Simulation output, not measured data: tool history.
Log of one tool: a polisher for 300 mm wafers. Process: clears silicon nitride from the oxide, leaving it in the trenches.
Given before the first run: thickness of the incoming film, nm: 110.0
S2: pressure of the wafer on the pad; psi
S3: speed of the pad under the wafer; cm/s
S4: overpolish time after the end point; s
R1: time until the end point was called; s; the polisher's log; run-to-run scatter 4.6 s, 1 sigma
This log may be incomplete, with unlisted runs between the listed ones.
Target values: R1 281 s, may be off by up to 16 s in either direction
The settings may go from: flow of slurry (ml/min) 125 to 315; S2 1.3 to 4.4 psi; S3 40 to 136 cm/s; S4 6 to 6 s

{"run": 1, "hour": 0.0, "flow of slurry (ml/min)": 205, "S2": 2.8, "S3": 88, "S4": 6, "R1": 118.07}
{"run": 2, "hour": 6.7, "flow of slurry (ml/min)": 205, "S2": 2.4, "S3": 80, "S4": 6, "R1": 149.35}
{"run": 3, "hour": 13.4, "flow of slurry (ml/min)": 205, "S2": 2.1, "S3": 74, "S4": 6, "R1": 181.54}
{"run": 4, "hour": 17.4, "flow of slurry (ml/min)": 205, "S2": 1.9, "S3": 72, "S4": 6, "R1": 204.74}
{"run": 5, "hour": 22.2, "flow of slurry (ml/min)": 205, "S2": 1.7, "S3": 70, "S4": 6, "R1": 237.62}
{"run": 6, "hour": 25.6, "flow of slurry (ml/min)": 205, "S2": 2.4, "S3": 70, "S4": 6, "R1": 169.29}
{"run": 7, "hour": 31.4, "flow of slurry (ml/min)": 205, "S2": 2.1, "S3": 70, "S4": 6, "R1": 197.74}
{"run": 8, "hour": 32.2, "flow of slurry (ml/min)": 205, "S2": 1.3, "S3": 68, "S4": 6, "R1": 322.57}
{"run": 9, "hour": 39.0, "flow of slurry (ml/min)": 205, "S2": 1.3, "S3": 68, "S4": 6, "R1": 322.81}

Which one of the following 4 next-run settings gets every result inside its allowed miss? There is exactly one.
{"run": "A", "hour": 45.8, "flow of slurry (ml/min)": 210, "S2": 1.4, "S3": 64, "S4": 6, "R1": "?"}
{"run": "B", "hour": 45.8, "flow of slurry (ml/min)": 140, "S2": 1.7, "S3": 62, "S4": 6, "R1": "?"}
{"run": "C", "hour": 45.8, "flow of slurry (ml/min)": 225, "S2": 1.3, "S3": 68, "S4": 6, "R1": "?"}
{"run": "D", "hour": 45.8, "flow of slurry (ml/min)": 235, "S2": 1.3, "S3": 56, "S4": 6, "R1": "?"}

move=A R1=314.13
move=B R1=281.67
move=C R1=315.62
move=D R1=378.56
A: moves toward the targets from the last run without getting all of them in spec
B: every result lands within tolerance
C: moves toward the targets from the last run without getting all of them in spec
D: further off than the last run
The move that meets every target is B.

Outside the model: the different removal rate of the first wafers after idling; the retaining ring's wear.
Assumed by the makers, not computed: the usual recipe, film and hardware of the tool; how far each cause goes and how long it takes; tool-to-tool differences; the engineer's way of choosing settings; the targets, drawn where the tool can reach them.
